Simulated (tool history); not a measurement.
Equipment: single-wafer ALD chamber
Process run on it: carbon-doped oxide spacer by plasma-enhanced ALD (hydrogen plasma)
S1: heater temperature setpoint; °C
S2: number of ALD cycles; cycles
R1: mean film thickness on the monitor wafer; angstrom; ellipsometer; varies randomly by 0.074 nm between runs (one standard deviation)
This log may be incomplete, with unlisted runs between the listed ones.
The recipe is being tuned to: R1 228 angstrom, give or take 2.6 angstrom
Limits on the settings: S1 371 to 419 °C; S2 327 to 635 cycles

run 1 hour=0 | S1=395 S2=481 | R1=243.79
run 2 hour=7.3 | S1=395 S2=472 | R1=239.57
run 3 hour=12.8 | S1=401 S2=472 | R1=237.28
run 4 hour=20.2 | S1=401 S2=528 | R1=264.81
run 5 hour=26.6 | S1=405 S2=528 | R1=262.64
run 6 hour=28.1 | S1=400 S2=528 | R1=268.25
run 7 hour=34.4 | S1=403 S2=512 | R1=257.2
run 8 hour=37.8 | S1=404 S2=497 | R1=246.65

Which single option among these 5 for the next run brings every result within its allowed miss of target? Just one does.
run A hour=41.2 | S1=408 S2=464 | R1=?
run B hour=41.2 | S1=405 S2=522 | R1=?
run C hour=41.2 | S1=407 S2=545 | R1=?
run D hour=41.2 | S1=413 S2=569 | R1=?
run E hour=41.2 | S1=399 S2=437 | R1=?

move=A R1=228.57
move=B R1=259.86
move=C R1=269.41
move=D R1=275.35
move=E R1=221.8
A: in spec on every target
B: lands further from the targets than the last run did
C: lands further from the targets than the last run did
D: lands further from the targets than the last run did
E: takes the result that was furthest off past its target
A is the move that brings every result within its allowed miss.

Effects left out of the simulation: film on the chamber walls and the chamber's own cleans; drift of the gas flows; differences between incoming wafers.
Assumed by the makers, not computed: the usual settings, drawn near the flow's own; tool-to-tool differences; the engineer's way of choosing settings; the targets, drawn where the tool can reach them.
